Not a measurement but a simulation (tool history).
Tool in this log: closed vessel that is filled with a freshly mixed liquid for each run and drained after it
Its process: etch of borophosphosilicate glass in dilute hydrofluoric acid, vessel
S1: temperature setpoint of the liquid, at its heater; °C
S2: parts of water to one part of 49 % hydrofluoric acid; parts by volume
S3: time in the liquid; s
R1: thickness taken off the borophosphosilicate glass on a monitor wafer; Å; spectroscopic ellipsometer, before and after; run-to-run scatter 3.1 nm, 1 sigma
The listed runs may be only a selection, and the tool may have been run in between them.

| run | day | S1 | S2 | S3 | R1 |
|---|---|---|---|---|---|
| 1 | 0 | 21 | 50 | 105 | 1102.8 |
| 2 | 0.046 | 19 | 50 | 105 | 1002.7 |
| 3 | 0.346 | 22 | 40 | 105 | 1474.5 |
| 4 | 0.546 | 18.5 | 40 | 105 | 1257.9 |
| 5 | 0.708 | 18.5 | 60 | 105 | 812.95 |
| 6 | 1.083 | 20.5 | 60 | 105 | 886.67 |
| 7 | 1.4 | 24.5 | 40 | 110 | 1681.6 |

Forecast run 8:
| 8 | 1.554 | 28.5 | 20 | 110 | ? |

Run 8 gave R1 4130.9 Å.
